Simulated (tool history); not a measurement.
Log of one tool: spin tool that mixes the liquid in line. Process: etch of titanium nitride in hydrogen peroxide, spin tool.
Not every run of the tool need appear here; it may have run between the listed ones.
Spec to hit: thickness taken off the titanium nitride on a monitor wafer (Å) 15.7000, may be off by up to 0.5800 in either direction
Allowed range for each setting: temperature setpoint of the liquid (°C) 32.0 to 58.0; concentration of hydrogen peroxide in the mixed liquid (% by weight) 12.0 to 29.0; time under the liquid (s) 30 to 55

| run | hour | temperature setpoint of the liquid (°C) | concentration of hydrogen peroxide in the mixed liquid (% by weight) | time under the liquid (s) | thickness taken off the titanium nitride on a monitor wafer (Å) |
|---|---|---|---|---|---|
| 1 | 0.0 | 42.0 | 19.5 | 55 | 5.4766 |
| 2 | 6.6 | 44.5 | 19.5 | 55 | 6.4962 |
| 3 | 7.1 | 47.0 | 19.5 | 55 | 7.8554 |
| 4 | 10.8 | 49.0 | 19.5 | 55 | 9.1693 |
|  | 16.4 | heated supply line repaired |
| 5 | 16.4 | 50.5 | 19.5 | 55 | 12.7710 |
| 6 | 23.2 | 51.0 | 19.5 | 55 | 13.5430 |
| 7 | 31.0 | 51.5 | 19.5 | 55 | 13.7160 |
| 8 | 32.6 | 51.5 | 19.5 | 55 | 13.8380 |
| 9 | 40.5 | 52.0 | 19.5 | 55 | 14.4060 |

Exercise: of the 5 proposed moves below, exactly one satisfies all targets within the stated allowed misses. Which move is it?
| A | 48.4 | 52.5 | 20.0 | 50 | ? |
| B | 48.4 | 53.0 | 20.5 | 55 | ? |
| C | 48.4 | 53.0 | 19.0 | 50 | ? |
| D | 48.4 | 51.0 | 18.5 | 55 | ? |
| E | 48.4 | 51.5 | 18.0 | 55 | ? |

| move | thickness taken off the titanium nitride on a monitor wafer (Å) |
|---|---|
| A | 13.3190 |
| B | 15.2610 |
| C | 13.6490 |
| D | 12.9440 |
| E | 13.3380 |
A: lands further from the targets than the last run did
B: every result lands within tolerance
C: lands further from the targets than the last run did
D: lands further from the targets than the last run did
E: lands further from the targets than the last run did
Go with B: it meets all targets.

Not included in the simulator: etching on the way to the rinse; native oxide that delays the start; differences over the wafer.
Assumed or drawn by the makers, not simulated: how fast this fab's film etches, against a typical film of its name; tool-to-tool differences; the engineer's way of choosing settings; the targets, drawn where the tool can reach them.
